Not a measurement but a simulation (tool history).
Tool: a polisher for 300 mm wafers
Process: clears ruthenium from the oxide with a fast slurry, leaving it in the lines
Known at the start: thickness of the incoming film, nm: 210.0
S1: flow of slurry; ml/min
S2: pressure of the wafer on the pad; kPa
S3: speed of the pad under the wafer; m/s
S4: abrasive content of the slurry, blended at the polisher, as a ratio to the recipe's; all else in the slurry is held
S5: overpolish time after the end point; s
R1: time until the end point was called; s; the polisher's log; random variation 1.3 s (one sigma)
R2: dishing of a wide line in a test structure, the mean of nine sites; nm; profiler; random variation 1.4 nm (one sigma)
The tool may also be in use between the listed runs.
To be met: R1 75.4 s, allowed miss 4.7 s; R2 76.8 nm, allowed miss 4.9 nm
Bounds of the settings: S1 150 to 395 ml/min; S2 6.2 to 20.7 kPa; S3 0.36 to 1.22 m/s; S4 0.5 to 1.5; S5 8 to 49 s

run	hour	S1	S2	S3	S4	S5	R1	R2
1	0	250	13.1	0.78	1	25	83.389	45.834
2	6.1	250	13.1	0.78	0.85	25	89.811	42.284
3	12.6	250	13.1	0.92	0.85	25	78.569	48.583
4	21.6	280	13.1	0.92	0.85	25	75.757	48.996
5	27	280	13.1	0.92	1	25	70.715	51.537
6	30.8	275	13.1	0.92	1	29	71.521	58.772
7	35.9	270	13.1	0.92	1	32	68.953	64.862
8	40.3	270	13.1	0.92	1	32	71.346	67.204
9	45.7	270	13.1	0.92	1	33	70.761	67.987
10	50.1	270	13.1	0.92	1	34	70.687	65.758
11	56.8	270	13.1	0.92	1	36	73.102	70.807

5 next moves are on the table. One of them brings every result within its allowed miss. Which?
A	63.5	325	13.1	0.78	0.85	40	?	?
B	63.5	295	11.7	0.84	1	39	?	?
C	63.5	310	11.7	0.98	0.95	35	?	?
D	63.5	265	14.5	0.84	0.9	34	?	?
E	63.5	290	13.1	0.86	1	44	?	?

move	R1	R2
A	86.303	65.318
B	83.543	65.681
C	74.308	66.135
D	72.46	65.941
E	73.57	78.975
A: further off than the last run
B: further off than the last run
C: further off than the last run
D: further off than the last run
E: meets every target
Move E is the one to make.
